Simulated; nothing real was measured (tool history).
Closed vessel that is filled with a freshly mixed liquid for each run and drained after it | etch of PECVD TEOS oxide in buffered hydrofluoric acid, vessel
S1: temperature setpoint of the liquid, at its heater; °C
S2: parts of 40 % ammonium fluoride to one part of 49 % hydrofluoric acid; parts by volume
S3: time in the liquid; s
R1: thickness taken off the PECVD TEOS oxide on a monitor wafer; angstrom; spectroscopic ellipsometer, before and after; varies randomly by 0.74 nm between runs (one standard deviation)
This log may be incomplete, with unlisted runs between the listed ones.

| run | hour | S1 | S2 | S3 | R1 |
|---|---|---|---|---|---|
| 1 | 0 | 20 | 17.5 | 95 | 1001.6 |
| 2 | 7.5 | 20 | 13 | 95 | 1341 |
| 3 | 8.9 | 21 | 12.5 | 95 | 1466.6 |
| 4 | 12.1 | 22 | 12.5 | 95 | 1563.5 |
| 5 | 20.2 | 22 | 10 | 95 | 1928.9 |
| 6 | 26.5 | 21 | 10 | 95 | 1839.1 |

What will run 7 give?
| 7 | 34.2 | 21.5 | 10 | 95 | ? |

For run 7 the tool returned R1 1874.5 angstrom.
